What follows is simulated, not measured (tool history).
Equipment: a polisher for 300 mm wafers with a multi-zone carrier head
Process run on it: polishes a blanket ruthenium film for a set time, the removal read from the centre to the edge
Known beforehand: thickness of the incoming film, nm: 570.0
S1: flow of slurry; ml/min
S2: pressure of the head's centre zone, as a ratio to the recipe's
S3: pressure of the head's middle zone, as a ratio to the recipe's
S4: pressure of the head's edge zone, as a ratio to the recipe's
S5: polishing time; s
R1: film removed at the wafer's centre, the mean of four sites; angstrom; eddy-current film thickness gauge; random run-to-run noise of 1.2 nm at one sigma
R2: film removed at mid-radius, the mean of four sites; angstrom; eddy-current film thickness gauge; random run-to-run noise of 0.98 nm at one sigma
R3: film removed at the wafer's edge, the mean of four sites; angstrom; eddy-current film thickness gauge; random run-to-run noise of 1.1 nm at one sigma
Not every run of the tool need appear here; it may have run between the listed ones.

run 1 day=0.000 | S1=290 S2=1.00 S3=1.00 S4=1.00 S5=62 | R1=1018.20 R2=1012.60 R3=1038.80
run 2 day=0.138 | S1=290 S2=1.00 S3=1.07 S4=1.00 S5=62 | R1=1024.70 R2=1064.00 R3=1037.10
run 3 day=0.383 | S1=290 S2=1.01 S3=1.08 S4=0.97 S5=58 | R1=950.17 R2=993.15 R3=934.55
run 4 day=0.662 | S1=290 S2=1.01 S3=1.08 S4=0.88 S5=58 | R1=947.94 R2=986.45 R3=867.88
run 5 day=1.008 | S1=290 S2=1.01 S3=1.16 S4=0.88 S5=58 | R1=983.63 R2=1033.70 R3=909.81
run 6 day=1.033 | S1=290 S2=1.01 S3=1.16 S4=0.82 S5=58 | R1=959.40 R2=1037.30 R3=833.11
run 7 day=1.117 | S1=285 S2=1.01 S3=1.11 S4=0.83 S5=57 | R1=945.66 R2=978.61 R3=844.16
run 8 day=1.362 | S1=285 S2=1.01 S3=1.10 S4=0.83 S5=55 | R1=915.19 R2=971.87 R3=822.58

What does the tool deliver on the next run?
run 9 day=1.712 | S1=285 S2=1.02 S3=1.08 S4=0.84 S5=53 | R1=? R2=? R3=?

Run 9 yielded R1 890.20 angstrom, R2 917.72 angstrom, R3 790.26 angstrom.
